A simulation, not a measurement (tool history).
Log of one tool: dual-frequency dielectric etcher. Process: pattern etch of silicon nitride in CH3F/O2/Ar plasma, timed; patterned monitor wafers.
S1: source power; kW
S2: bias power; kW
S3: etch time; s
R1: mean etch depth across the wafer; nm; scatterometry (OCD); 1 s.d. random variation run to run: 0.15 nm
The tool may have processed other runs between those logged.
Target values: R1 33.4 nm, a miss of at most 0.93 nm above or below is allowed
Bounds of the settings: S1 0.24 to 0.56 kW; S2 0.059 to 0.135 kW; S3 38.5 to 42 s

run 1 hour=0 | S1=0.4 S2=0.097 S3=42 | R1=29.509
run 2 hour=8.2 | S1=0.4 S2=0.097 S3=42 | R1=29.765
run 3 hour=13.8 | S1=0.42 S2=0.099 S3=42 | R1=30.384
run 4 hour=18 | S1=0.38 S2=0.099 S3=42 | R1=29.293
run 5 hour=23.6 | S1=0.44 S2=0.099 S3=42 | R1=30.838
run 6 hour=31.5 | S1=0.46 S2=0.101 S3=42 | R1=31.248
run 7 hour=39.7 | S1=0.48 S2=0.103 S3=42 | R1=32.282
run 8 hour=44.2 | S1=0.49 S2=0.104 S3=42 | R1=32.364

Which of these 4 next moves meets every target?
run A hour=48.7 | S1=0.5 S2=0.108 S3=39.5 | R1=?
run B hour=48.7 | S1=0.47 S2=0.119 S3=40 | R1=?
run C hour=48.7 | S1=0.48 S2=0.117 S3=40 | R1=?
run D hour=48.7 | S1=0.55 S2=0.126 S3=40 | R1=?

move=A R1=31.205
move=B R1=31.751
move=C R1=31.833
move=D R1=34.041
A: misses by more than the last run did
B: misses by more than the last run did
C: misses by more than the last run did
D: meets every target
D meets every target.
